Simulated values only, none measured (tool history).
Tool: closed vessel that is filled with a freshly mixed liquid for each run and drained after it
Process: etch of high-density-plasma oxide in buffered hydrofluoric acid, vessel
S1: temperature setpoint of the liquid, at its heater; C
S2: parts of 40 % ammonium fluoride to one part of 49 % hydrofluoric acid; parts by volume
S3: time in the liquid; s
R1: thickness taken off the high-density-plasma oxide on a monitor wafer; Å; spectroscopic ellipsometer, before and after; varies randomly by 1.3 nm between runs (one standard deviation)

| run | hour | S1 | S2 | S3 | R1 |
|---|---|---|---|---|---|
| 1 | 0.0 | 20.0 | 9.0 | 85 | 1361.2 |
| 2 | 8.6 | 20.0 | 10.5 | 85 | 1234.5 |
| 3 | 12.1 | 17.0 | 10.5 | 85 | 1043.4 |
| 4 | 20.8 | 17.0 | 10.5 | 95 | 1162.6 |
| 5 | 28.8 | 17.0 | 10.5 | 95 | 1148.1 |
| 6 | 33.5 | 17.5 | 10.5 | 95 | 1197.0 |
|  | 42.1 | thermometer replaced |
| 7 | 42.1 | 17.5 | 10.5 | 95 | 1084.1 |

Run 8, settings as shown, results not yet in. Your forecast:
| 8 | 51.2 | 18.5 | 10.5 | 95 | ? |

{"run 8": {"R1": 1131.2}}
